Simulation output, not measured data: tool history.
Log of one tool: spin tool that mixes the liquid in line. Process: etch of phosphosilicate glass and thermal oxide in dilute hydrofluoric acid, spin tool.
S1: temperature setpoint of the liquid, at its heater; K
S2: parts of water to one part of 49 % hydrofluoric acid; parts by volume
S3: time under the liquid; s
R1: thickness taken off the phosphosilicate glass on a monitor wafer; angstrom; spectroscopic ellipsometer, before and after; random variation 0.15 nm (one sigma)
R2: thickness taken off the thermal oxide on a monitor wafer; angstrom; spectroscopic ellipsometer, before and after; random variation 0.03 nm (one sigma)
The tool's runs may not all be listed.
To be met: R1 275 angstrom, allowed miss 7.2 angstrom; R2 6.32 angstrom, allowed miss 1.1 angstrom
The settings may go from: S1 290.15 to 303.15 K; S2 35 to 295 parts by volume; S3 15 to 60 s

| run | hour | S1 | S2 | S3 | R1 | R2 |
|---|---|---|---|---|---|---|
| 1 | 0 | 295.15 | 165 | 30 | 318.4 | 7.1254 |
| 2 | 2.9 | 295.15 | 165 | 40 | 425.01 | 9.9104 |
| 3 | 3.5 | 295.15 | 165 | 50 | 535.07 | 12.319 |
| 4 | 11.1 | 293.65 | 165 | 50 | 503.32 | 11.129 |
| 5 | 19.3 | 293.15 | 180 | 50 | 444.19 | 10.182 |
| 6 | 25.4 | 293.15 | 125 | 50 | 676.01 | 15.906 |
| 7 | 31.5 | 292.65 | 150 | 50 | 541.13 | 12.473 |
| 8 | 37.8 | 292.15 | 170 | 50 | 461.32 | 9.2586 |
| 9 | 44.6 | 293.15 | 190 | 50 | 417.58 | 10.556 |
| 10 | 53.1 | 292.65 | 200 | 50 | 387.55 | 8.4199 |
| 11 | 56.5 | 292.65 | 210 | 50 | 364.67 | 8.6744 |
| 12 | 61.9 | 292.15 | 215 | 50 | 350.32 | 8.0986 |
| 13 | 69.9 | 291.65 | 220 | 50 | 334.17 | 8.1767 |
| 14 | 72 | 291.15 | 225 | 50 | 314.88 | 7.1801 |

Which of these 4 next moves meets every target?
| A | 74.1 | 291.15 | 270 | 55 | ? | ? |
| B | 74.1 | 290.15 | 130 | 25 | ? | ? |
| C | 74.1 | 290.15 | 150 | 30 | ? | ? |
| D | 74.1 | 290.15 | 215 | 45 | ? | ? |

| move | R1 | R2 |
|---|---|---|
| A | 280.59 | 6.921 |
| B | 289.97 | 7.1522 |
| C | 295.7 | 7.2935 |
| D | 291.23 | 7.1832 |
A: meets every target
B: nearer than the last run, and not there yet
C: nearer than the last run, and not there yet
D: nearer than the last run, and not there yet
Answer: A
